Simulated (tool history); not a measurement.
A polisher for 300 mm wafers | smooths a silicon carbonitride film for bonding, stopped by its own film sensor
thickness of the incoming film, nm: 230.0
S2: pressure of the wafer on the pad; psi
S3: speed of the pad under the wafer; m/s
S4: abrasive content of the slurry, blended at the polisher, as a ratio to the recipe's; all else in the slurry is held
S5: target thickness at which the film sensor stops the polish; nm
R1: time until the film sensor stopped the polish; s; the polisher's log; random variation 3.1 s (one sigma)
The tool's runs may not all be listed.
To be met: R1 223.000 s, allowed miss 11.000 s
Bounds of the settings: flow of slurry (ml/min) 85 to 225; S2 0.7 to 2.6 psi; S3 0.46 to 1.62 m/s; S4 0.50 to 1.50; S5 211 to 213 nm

run 1 hour=0.0 | flow_of_slurry_(ml/min)=145 S2=1.6 S3=1.04 S4=1.00 S5=211 | R1=109.170
run 2 hour=1.5 | flow_of_slurry_(ml/min)=145 S2=1.4 S3=1.00 S4=1.00 S5=211 | R1=125.220
run 3 hour=4.0 | flow_of_slurry_(ml/min)=165 S2=1.4 S3=1.00 S4=1.00 S5=211 | R1=123.260
run 4 hour=6.0 | flow_of_slurry_(ml/min)=165 S2=1.8 S3=1.00 S4=1.00 S5=211 | R1=98.917
run 5 hour=10.9 | flow_of_slurry_(ml/min)=165 S2=1.6 S3=0.96 S4=1.00 S5=211 | R1=113.980
-- hour=17.9 slurry blender recalibrated
run 6 hour=17.9 | flow_of_slurry_(ml/min)=165 S2=1.4 S3=0.92 S4=1.00 S5=211 | R1=116.110
run 7 hour=22.0 | flow_of_slurry_(ml/min)=150 S2=1.3 S3=0.94 S4=0.90 S5=211 | R1=130.840
run 8 hour=22.6 | flow_of_slurry_(ml/min)=140 S2=0.8 S3=0.74 S4=0.85 S5=211 | R1=270.020
run 9 hour=29.2 | flow_of_slurry_(ml/min)=145 S2=0.8 S3=0.74 S4=0.85 S5=211 | R1=268.770

5 next moves are on the table. One of them brings every result within its allowed miss. Which?
run A hour=35.8 | flow_of_slurry_(ml/min)=150 S2=1.0 S3=0.72 S4=0.85 S5=211 | R1=?
run B hour=35.8 | flow_of_slurry_(ml/min)=140 S2=0.8 S3=0.70 S4=0.95 S5=212 | R1=?
run C hour=35.8 | flow_of_slurry_(ml/min)=160 S2=0.7 S3=0.70 S4=0.85 S5=212 | R1=?
run D hour=35.8 | flow_of_slurry_(ml/min)=165 S2=0.7 S3=0.62 S4=0.80 S5=211 | R1=?
run E hour=35.8 | flow_of_slurry_(ml/min)=100 S2=1.2 S3=0.48 S4=1.05 S5=211 | R1=?

move=A R1=216.450
move=B R1=247.190
move=C R1=290.280
move=D R1=347.830
move=E R1=247.430
A: meets every target
B: nearer than the last run, and not there yet
C: further off than the last run
D: further off than the last run
E: nearer than the last run, and not there yet
Answer: A
